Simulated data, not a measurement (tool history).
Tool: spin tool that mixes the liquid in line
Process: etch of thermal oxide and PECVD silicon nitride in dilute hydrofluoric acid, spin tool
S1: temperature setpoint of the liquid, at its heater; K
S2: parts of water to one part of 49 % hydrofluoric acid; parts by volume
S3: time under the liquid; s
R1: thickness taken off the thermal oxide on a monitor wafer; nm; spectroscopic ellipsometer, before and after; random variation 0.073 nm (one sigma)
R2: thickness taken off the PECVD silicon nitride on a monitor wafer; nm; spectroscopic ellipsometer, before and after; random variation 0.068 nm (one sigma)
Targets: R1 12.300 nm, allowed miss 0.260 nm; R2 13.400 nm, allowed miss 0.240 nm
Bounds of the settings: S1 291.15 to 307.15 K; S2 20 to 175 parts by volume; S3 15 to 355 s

run 1 hour=0.0 | S1=299.15 S2=95 S3=180 | R1=10.763 R2=12.289
run 2 hour=4.7 | S1=299.15 S2=90 S3=180 | R1=11.337 R2=13.073
run 3 hour=9.7 | S1=302.15 S2=90 S3=180 | R1=12.768 R2=15.694
run 4 hour=11.2 | S1=304.65 S2=90 S3=180 | R1=13.957 R2=18.490
run 5 hour=14.9 | S1=304.65 S2=115 S3=180 | R1=10.646 R2=14.400
run 6 hour=20.4 | S1=303.15 S2=105 S3=175 | R1=10.839 R2=14.027
run 7 hour=23.7 | S1=299.15 S2=65 S3=160 | R1=14.430 R2=15.907
run 8 hour=27.0 | S1=298.65 S2=70 S3=160 | R1=13.038 R2=14.378
run 9 hour=31.7 | S1=297.65 S2=75 S3=160 | R1=11.726 R2=12.513
run 10 hour=38.6 | S1=298.15 S2=75 S3=160 | R1=11.871 R2=12.963
run 11 hour=43.9 | S1=298.15 S2=70 S3=160 | R1=12.800 R2=13.927
run 12 hour=46.3 | S1=298.15 S2=75 S3=160 | R1=11.876 R2=12.972
run 13 hour=50.8 | S1=298.15 S2=70 S3=160 | R1=12.654 R2=14.029
run 14 hour=57.6 | S1=297.15 S2=70 S3=160 | R1=12.241 R2=12.985
run 15 hour=61.6 | S1=298.15 S2=70 S3=160 | R1=12.906 R2=13.880
run 16 hour=68.6 | S1=298.15 S2=75 S3=160 | R1=11.890 R2=12.920

Which of these 5 next moves meets every target?
run A hour=75.6 | S1=298.65 S2=85 S3=170 | R1=? R2=?
run B hour=75.6 | S1=294.15 S2=75 S3=205 | R1=? R2=?
run C hour=75.6 | S1=300.15 S2=80 S3=155 | R1=? R2=?
run D hour=75.6 | S1=298.15 S2=70 S3=155 | R1=? R2=?
run E hour=75.6 | S1=296.65 S2=60 S3=140 | R1=? R2=?

move=A R1=11.143 R2=12.663
move=B R1=12.853 R2=12.781
move=C R1=11.528 R2=13.522
move=D R1=12.334 R2=13.533
move=E R1=12.390 R2=12.867
A: further off than the last run
B: further off than the last run
C: brings the result that was furthest off to its target, and leaves another outside
D: meets every target
E: further off than the last run
Answer: D
